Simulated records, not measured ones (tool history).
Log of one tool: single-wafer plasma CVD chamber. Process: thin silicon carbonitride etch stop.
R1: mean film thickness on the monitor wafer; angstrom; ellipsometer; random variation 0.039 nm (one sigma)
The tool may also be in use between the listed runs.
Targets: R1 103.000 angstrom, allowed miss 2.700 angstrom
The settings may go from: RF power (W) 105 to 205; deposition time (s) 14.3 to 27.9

run 1 day=0.000 | RF_power_(W)=155 deposition_time_(s)=21.1 | R1=120.940
run 2 day=0.292 | RF_power_(W)=155 deposition_time_(s)=18.9 | R1=108.410
run 3 day=0.333 | RF_power_(W)=155 deposition_time_(s)=16.2 | R1=92.095
run 4 day=0.675 | RF_power_(W)=140 deposition_time_(s)=16.2 | R1=89.935
run 5 day=0.938 | RF_power_(W)=155 deposition_time_(s)=16.2 | R1=92.548
-- day=1.125 thermocouple changed; heater temperature recalibrated
run 6 day=1.125 | RF_power_(W)=135 deposition_time_(s)=16.2 | R1=88.565
run 7 day=1.325 | RF_power_(W)=145 deposition_time_(s)=16.6 | R1=93.569
run 8 day=1.700 | RF_power_(W)=150 deposition_time_(s)=16.9 | R1=95.831
run 9 day=1.846 | RF_power_(W)=155 deposition_time_(s)=17.1 | R1=97.782

Which of these 5 next moves meets every target?
run A day=1.992 | RF_power_(W)=145 deposition_time_(s)=15.7 | R1=?
run B day=1.992 | RF_power_(W)=155 deposition_time_(s)=18.1 | R1=?
run C day=1.992 | RF_power_(W)=160 deposition_time_(s)=16.0 | R1=?
run D day=1.992 | RF_power_(W)=150 deposition_time_(s)=15.5 | R1=?
run E day=1.992 | RF_power_(W)=150 deposition_time_(s)=16.2 | R1=?

move=A R1=87.987
move=B R1=103.640
move=C R1=92.559
move=D R1=87.823
move=E R1=91.789
A: further off than the last run
B: meets every target
C: further off than the last run
D: further off than the last run
E: further off than the last run
Move B is the one to make.
